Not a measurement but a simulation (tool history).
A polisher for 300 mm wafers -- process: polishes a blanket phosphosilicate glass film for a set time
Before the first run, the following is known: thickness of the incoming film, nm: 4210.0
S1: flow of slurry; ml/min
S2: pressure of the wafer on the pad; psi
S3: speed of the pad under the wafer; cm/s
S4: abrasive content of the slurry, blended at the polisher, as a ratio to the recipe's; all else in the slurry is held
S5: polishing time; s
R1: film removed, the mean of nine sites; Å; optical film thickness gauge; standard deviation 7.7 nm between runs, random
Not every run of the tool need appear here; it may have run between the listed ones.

run  hour   S1   S2  S3   S4  S5      R1
  1   0.0  165  2.5  98  1.0  67  3641.4
  2   8.0  165  2.5  98  1.2  67  3921.9
  3  10.7  165  2.7  98  1.2  67  4306.2
  4  12.0  165  2.7  76  1.2  67  3647.8
  5  13.1  165  3.0  78  1.2  67  4060.0
  6  13.7  165  3.2  80  1.2  67  4416.2
  7  17.2  165  3.3  80  1.2  67  4556.7

Estimate the outcome of run 8 from the log above:
  8  24.9  165  3.4  80  1.2  67   ?

{"run 8": {"R1": 4670.5}}

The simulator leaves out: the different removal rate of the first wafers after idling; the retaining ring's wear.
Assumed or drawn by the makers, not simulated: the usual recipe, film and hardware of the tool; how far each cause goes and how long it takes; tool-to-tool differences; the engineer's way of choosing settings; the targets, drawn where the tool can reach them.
